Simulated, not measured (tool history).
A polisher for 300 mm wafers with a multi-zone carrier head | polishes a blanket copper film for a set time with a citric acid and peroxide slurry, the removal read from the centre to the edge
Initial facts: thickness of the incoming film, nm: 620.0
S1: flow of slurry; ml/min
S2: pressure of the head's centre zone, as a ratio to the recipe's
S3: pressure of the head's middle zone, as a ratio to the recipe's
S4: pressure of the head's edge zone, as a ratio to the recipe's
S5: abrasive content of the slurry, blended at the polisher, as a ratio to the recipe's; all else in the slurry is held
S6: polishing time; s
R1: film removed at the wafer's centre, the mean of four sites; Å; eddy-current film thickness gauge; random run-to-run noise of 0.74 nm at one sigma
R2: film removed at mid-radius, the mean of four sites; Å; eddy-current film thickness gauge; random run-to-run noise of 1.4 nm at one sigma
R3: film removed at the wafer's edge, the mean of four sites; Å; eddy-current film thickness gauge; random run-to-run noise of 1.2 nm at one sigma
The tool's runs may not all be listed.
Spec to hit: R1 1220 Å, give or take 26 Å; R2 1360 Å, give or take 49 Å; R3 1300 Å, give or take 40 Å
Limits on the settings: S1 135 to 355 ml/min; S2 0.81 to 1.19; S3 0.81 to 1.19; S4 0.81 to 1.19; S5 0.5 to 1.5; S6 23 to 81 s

run,day,S1,S2,S3,S4,S5,S6,R1,R2,R3
1,0,225,1,1,1,1,52,1039.3,1050,1046.5
2,0.2,225,1,1.05,1,1,52,1053.7,1077.6,1042.8
3,0.542,225,1,0.98,1,1,52,1032.4,1028.5,1043.9
4,0.592,225,1,0.98,1.05,1,52,1037.9,1030.3,1072.2
5,0.85,225,1,0.98,1.05,1,43,870.93,836.32,897.76
6,0.912,225,1,0.98,1.05,0.8,43,818.74,824.44,854.59
7,1.262,280,0.94,1.08,1.09,1.05,57,1102.1,1278.6,1218.9
8,1.583,290,0.96,1.09,1.11,1.1,57,1145.1,1282.1,1244.7

5 next moves are on the table. One of them brings every result within its allowed miss. Which?
A,1.904,285,1.05,1.03,1.14,1.2,54,?,?,?
B,1.904,355,0.93,1.05,0.99,1.2,60,?,?,?
C,1.904,325,1.03,1.19,1.04,0.95,58,?,?,?
D,1.904,285,0.86,1.1,1.15,1.1,58,?,?,?
E,1.904,300,0.86,1.13,1.11,1.1,60,?,?,?

move,R1,R2,R3
A,1206.6,1197.9,1222.8
B,1214.4,1382.7,1286.7
C,1241.8,1419.2,1215.6
D,1044.7,1342,1298.6
E,1087.3,1428.4,1324.1
A: puts the biggest miss on target and leaves a different result outside tolerance
B: all results in spec
C: puts the biggest miss on target and leaves a different result outside tolerance
D: further off than the last run
E: further off than the last run
Answer: B
